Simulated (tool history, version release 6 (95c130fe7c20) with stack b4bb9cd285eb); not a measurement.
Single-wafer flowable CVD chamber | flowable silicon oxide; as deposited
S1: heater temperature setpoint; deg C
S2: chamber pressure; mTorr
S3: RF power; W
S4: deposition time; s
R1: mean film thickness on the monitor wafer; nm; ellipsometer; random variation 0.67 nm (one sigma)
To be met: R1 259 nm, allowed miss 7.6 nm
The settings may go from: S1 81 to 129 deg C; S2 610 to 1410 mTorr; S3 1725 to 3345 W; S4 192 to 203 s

run  hour   S1    S2    S3   S4      R1
  1     0  105  1010  2535  203  152.48
  2   5.8  105  1010  2775  203  153.37
  3   8.9  101  1010  2775  203  175.77
  4  11.6  101  1010  2775  203  175.53
  5  16.4  101  1120  2775  203  192.32
  6  19.8  101  1240  2775  203  211.87
  7  22.6  100  1240  2775  203  217.83
  8  27.2   99  1240  2775  203  225.17
  9  31.9   98  1240  2775  203  232.47
 10  40.7   97  1240  2775  203  239.46
 11  46.4   96  1240  2775  203  247.45

Which of these 5 next moves meets every target?
  A  52.1  98  1240  2705  197   ?
  B  52.1  96  1220  3105  203   ?
  C  52.1  98  1320  2955  196   ?
  D  52.1  97  1190  2730  203   ?
  E  52.1  94  1200  2940  202   ?

move      R1
   A  225.49
   B  247.32
   C     240
   D  231.06
   E  256.73
A: further off than the last run
B: as far off as the last run
C: further off than the last run
D: further off than the last run
E: meets every target
Answer: E
